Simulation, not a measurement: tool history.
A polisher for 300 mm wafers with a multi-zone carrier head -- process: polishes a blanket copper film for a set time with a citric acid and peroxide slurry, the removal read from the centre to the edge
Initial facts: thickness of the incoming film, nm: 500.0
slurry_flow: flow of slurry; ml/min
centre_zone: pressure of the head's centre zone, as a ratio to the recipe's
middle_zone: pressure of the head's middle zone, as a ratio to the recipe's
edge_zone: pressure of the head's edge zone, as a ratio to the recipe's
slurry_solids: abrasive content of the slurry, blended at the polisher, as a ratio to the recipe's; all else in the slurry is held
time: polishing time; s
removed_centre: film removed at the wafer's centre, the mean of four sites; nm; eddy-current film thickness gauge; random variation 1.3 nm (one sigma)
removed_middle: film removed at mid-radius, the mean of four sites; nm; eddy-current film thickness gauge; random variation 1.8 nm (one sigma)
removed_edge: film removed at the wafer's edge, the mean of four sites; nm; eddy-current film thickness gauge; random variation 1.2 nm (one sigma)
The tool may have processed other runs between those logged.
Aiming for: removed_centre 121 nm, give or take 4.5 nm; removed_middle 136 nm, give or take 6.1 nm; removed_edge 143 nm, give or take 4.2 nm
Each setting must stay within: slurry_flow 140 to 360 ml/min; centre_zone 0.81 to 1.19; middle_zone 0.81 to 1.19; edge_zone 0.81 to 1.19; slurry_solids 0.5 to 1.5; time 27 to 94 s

run	day	slurry_flow	centre_zone	middle_zone	edge_zone	slurry_solids	time	removed_centre	removed_middle	removed_edge
1	0	230	1	1	1	1	60	192.62	190.39	188.58
2	0.075	220	0.96	0.98	0.99	0.9	58	177.08	170.8	175.99
3	0.425	210	0.93	1	1.01	0.85	56	158.73	166.9	168.09
4	0.608	200	0.9	0.99	1.01	0.75	55	142.01	158.08	153.86
5	0.892	200	0.9	0.99	1.01	0.9	55	152.55	165.31	167.6
6	1.125	195	0.88	0.97	1.01	0.85	55	149.68	157.85	162.83
7	1.383	190	0.86	0.96	1.02	0.8	55	139.44	153.55	161.91
8	1.646	185	0.85	0.95	1.01	0.75	55	138.28	147.88	154.43

5 candidate next runs follow, results not yet known. Just one meets every target within its allowed miss. Identify it.
A	1.908	160	0.85	0.99	1.1	0.6	53	?	?	?
B	1.908	165	0.81	1.05	1.14	0.9	52	?	?	?
C	1.908	205	0.85	1.19	0.89	0.5	61	?	?	?
D	1.908	185	0.88	0.97	0.98	0.75	49	?	?	?
E	1.908	240	1.01	0.81	0.82	0.55	65	?	?	?

move	removed_centre	removed_middle	removed_edge
A	118.42	136.8	141.28
B	129.79	164.49	164.32
C	128.02	172.51	136.38
D	124.91	137.31	135.9
E	169.21	141.1	149.02
A: meets every target
B: moves away from the targets compared with the last run
C: moves away from the targets compared with the last run
D: the furthest-off result lands on target, but another misses its tolerance
E: moves away from the targets compared with the last run
Move A is the one to make.
